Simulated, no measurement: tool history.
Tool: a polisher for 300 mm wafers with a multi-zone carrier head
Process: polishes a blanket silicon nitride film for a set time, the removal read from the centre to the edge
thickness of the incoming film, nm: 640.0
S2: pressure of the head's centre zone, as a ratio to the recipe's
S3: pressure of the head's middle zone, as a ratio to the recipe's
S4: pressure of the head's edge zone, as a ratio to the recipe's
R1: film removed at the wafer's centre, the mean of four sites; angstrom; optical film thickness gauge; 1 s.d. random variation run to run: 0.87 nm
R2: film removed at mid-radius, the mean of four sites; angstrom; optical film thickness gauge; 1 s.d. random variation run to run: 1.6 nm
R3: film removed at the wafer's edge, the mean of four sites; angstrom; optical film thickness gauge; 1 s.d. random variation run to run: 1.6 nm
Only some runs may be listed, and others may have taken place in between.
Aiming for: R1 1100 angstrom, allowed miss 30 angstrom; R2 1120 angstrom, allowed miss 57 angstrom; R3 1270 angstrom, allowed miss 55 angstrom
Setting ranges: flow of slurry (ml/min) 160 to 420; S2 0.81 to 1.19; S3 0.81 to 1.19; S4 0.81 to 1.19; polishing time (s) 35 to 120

{"run": 1, "hour": 0.0, "flow of slurry (ml/min)": 270, "S2": 1, "S3": 1, "S4": 1, "polishing time (s)": 77, "R1": 1711.9, "R2": 1719.1, "R3": 1714.3}
{"run": 2, "hour": 5.6, "flow of slurry (ml/min)": 270, "S2": 1, "S3": 1, "S4": 1.05, "polishing time (s)": 77, "R1": 1717, "R2": 1763.9, "R3": 1725.4}
{"run": 3, "hour": 10.2, "flow of slurry (ml/min)": 270, "S2": 1, "S3": 1, "S4": 1.02, "polishing time (s)": 77, "R1": 1728.8, "R2": 1710.1, "R3": 1725.3}
{"run": 4, "hour": 18.6, "flow of slurry (ml/min)": 265, "S2": 0.96, "S3": 0.97, "S4": 1, "polishing time (s)": 71, "R1": 1527.4, "R2": 1552.1, "R3": 1588.2}
{"hour": 25.5, "done": "worn pad replaced by a new one"}
{"run": 5, "hour": 25.5, "flow of slurry (ml/min)": 265, "S2": 0.96, "S3": 0.94, "S4": 1, "polishing time (s)": 71, "R1": 1617.2, "R2": 1608, "R3": 1660.8}
{"run": 6, "hour": 28.2, "flow of slurry (ml/min)": 265, "S2": 0.96, "S3": 0.94, "S4": 1, "polishing time (s)": 61, "R1": 1409.5, "R2": 1369.9, "R3": 1453.6}
{"run": 7, "hour": 35.6, "flow of slurry (ml/min)": 255, "S2": 0.93, "S3": 0.92, "S4": 1, "polishing time (s)": 57, "R1": 1261.1, "R2": 1225.7, "R3": 1337.8}
{"run": 8, "hour": 41.3, "flow of slurry (ml/min)": 255, "S2": 0.93, "S3": 0.92, "S4": 1, "polishing time (s)": 57, "R1": 1257.3, "R2": 1266.2, "R3": 1365.7}
{"run": 9, "hour": 46.4, "flow of slurry (ml/min)": 240, "S2": 0.92, "S3": 0.91, "S4": 1, "polishing time (s)": 56, "R1": 1235.3, "R2": 1251.5, "R3": 1343.1}
{"run": 10, "hour": 48.9, "flow of slurry (ml/min)": 240, "S2": 0.92, "S3": 0.91, "S4": 1, "polishing time (s)": 56, "R1": 1223.7, "R2": 1236.2, "R3": 1337.2}
{"run": 11, "hour": 54.7, "flow of slurry (ml/min)": 235, "S2": 0.91, "S3": 0.9, "S4": 1, "polishing time (s)": 55, "R1": 1162.7, "R2": 1175.8, "R3": 1311.6}
{"run": 12, "hour": 57.9, "flow of slurry (ml/min)": 225, "S2": 0.91, "S3": 0.9, "S4": 1, "polishing time (s)": 55, "R1": 1170.5, "R2": 1190.8, "R3": 1295.4}
{"run": 13, "hour": 62.3, "flow of slurry (ml/min)": 215, "S2": 0.9, "S3": 0.89, "S4": 1.01, "polishing time (s)": 55, "R1": 1152.8, "R2": 1168.6, "R3": 1293.4}
{"run": 14, "hour": 67.9, "flow of slurry (ml/min)": 205, "S2": 0.89, "S3": 0.88, "S4": 1.01, "polishing time (s)": 55, "R1": 1147.2, "R2": 1161.8, "R3": 1299.9}
{"run": 15, "hour": 70.5, "flow of slurry (ml/min)": 200, "S2": 0.89, "S3": 0.88, "S4": 1.01, "polishing time (s)": 55, "R1": 1130.1, "R2": 1157.5, "R3": 1304.3}

5 candidate next runs follow, results not yet known. Just one meets every target within its allowed miss. Identify it.
{"run": "A", "hour": 73.1, "flow of slurry (ml/min)": 165, "S2": 0.89, "S3": 0.84, "S4": 1.06, "polishing time (s)": 57, "R1": "?", "R2": "?", "R3": "?"}
{"run": "B", "hour": 73.1, "flow of slurry (ml/min)": 180, "S2": 0.84, "S3": 0.81, "S4": 1.18, "polishing time (s)": 59, "R1": "?", "R2": "?", "R3": "?"}
{"run": "C", "hour": 73.1, "flow of slurry (ml/min)": 205, "S2": 0.92, "S3": 1.05, "S4": 0.87, "polishing time (s)": 55, "R1": "?", "R2": "?", "R3": "?"}
{"run": "D", "hour": 73.1, "flow of slurry (ml/min)": 160, "S2": 0.88, "S3": 0.87, "S4": 1, "polishing time (s)": 55, "R1": "?", "R2": "?", "R3": "?"}
{"run": "E", "hour": 73.1, "flow of slurry (ml/min)": 200, "S2": 0.85, "S3": 0.87, "S4": 1.02, "polishing time (s)": 59, "R1": "?", "R2": "?", "R3": "?"}

move=A R1=1177.8 R2=1122.6 R3=1338.1
move=B R1=1159.2 R2=1136.4 R3=1438.6
move=C R1=1200.6 R2=1328.8 R3=1237.1
move=D R1=1120.6 R2=1112.2 R3=1267.1
move=E R1=1185 R2=1215.5 R3=1385.7
A: the biggest miss grows against the last run
B: the biggest miss grows against the last run
C: the biggest miss grows against the last run
D: all results in spec
E: the biggest miss grows against the last run
The move that meets every target is D.
